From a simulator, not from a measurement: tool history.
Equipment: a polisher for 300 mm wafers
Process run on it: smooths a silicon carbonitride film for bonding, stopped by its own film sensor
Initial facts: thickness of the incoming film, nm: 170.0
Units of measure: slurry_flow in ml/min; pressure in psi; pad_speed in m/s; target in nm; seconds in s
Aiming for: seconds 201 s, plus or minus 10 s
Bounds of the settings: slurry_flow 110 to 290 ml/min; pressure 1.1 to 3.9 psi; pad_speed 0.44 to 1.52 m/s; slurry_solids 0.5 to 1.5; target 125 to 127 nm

run 1 day=0 | slurry_flow=185 pressure=2.5 pad_speed=0.98 slurry_solids=1 target=127 | seconds=115.83
run 2 day=0.192 | slurry_flow=185 pressure=2.2 pad_speed=0.96 slurry_solids=1 target=127 | seconds=132.05
run 3 day=0.362 | slurry_flow=185 pressure=2 pad_speed=0.96 slurry_solids=1 target=127 | seconds=142.58
run 4 day=0.638 | slurry_flow=185 pressure=1.8 pad_speed=0.96 slurry_solids=1 target=127 | seconds=154.88
run 5 day=0.779 | slurry_flow=185 pressure=1.7 pad_speed=0.96 slurry_solids=1 target=127 | seconds=168.02
run 6 day=0.925 | slurry_flow=185 pressure=1.7 pad_speed=0.96 slurry_solids=1.15 target=127 | seconds=152.27
run 7 day=1.246 | slurry_flow=185 pressure=1.1 pad_speed=0.9 slurry_solids=1.15 target=127 | seconds=244.43
run 8 day=1.346 | slurry_flow=185 pressure=1.2 pad_speed=0.9 slurry_solids=1.15 target=127 | seconds=225.5
run 9 day=1.525 | slurry_flow=185 pressure=1.2 pad_speed=0.9 slurry_solids=1.15 target=127 | seconds=222.91

Below are 5 possible settings for the next run. Only one of them brings all results inside the allowed miss of their targets. Which is it?
run A day=1.704 | slurry_flow=185 pressure=1.4 pad_speed=0.86 slurry_solids=1 target=126 | seconds=?
run B day=1.704 | slurry_flow=110 pressure=1.8 pad_speed=0.6 slurry_solids=1.5 target=127 | seconds=?
run C day=1.704 | slurry_flow=155 pressure=1.3 pad_speed=0.84 slurry_solids=1.2 target=126 | seconds=?
run D day=1.704 | slurry_flow=160 pressure=1.5 pad_speed=0.72 slurry_solids=1.15 target=127 | seconds=?
run E day=1.704 | slurry_flow=180 pressure=1.2 pad_speed=0.98 slurry_solids=1.05 target=127 | seconds=?

move=A seconds=217.84
move=B seconds=201.88
move=C seconds=224.63
move=D seconds=218.81
move=E seconds=218.11
A: closes in on the targets versus the last run, not all within tolerance yet
B: hits every target within its allowed miss
C: the biggest miss grows against the last run
D: closes in on the targets versus the last run, not all within tolerance yet
E: closes in on the targets versus the last run, not all within tolerance yet
So the answer is move B, the one that meets all the targets.
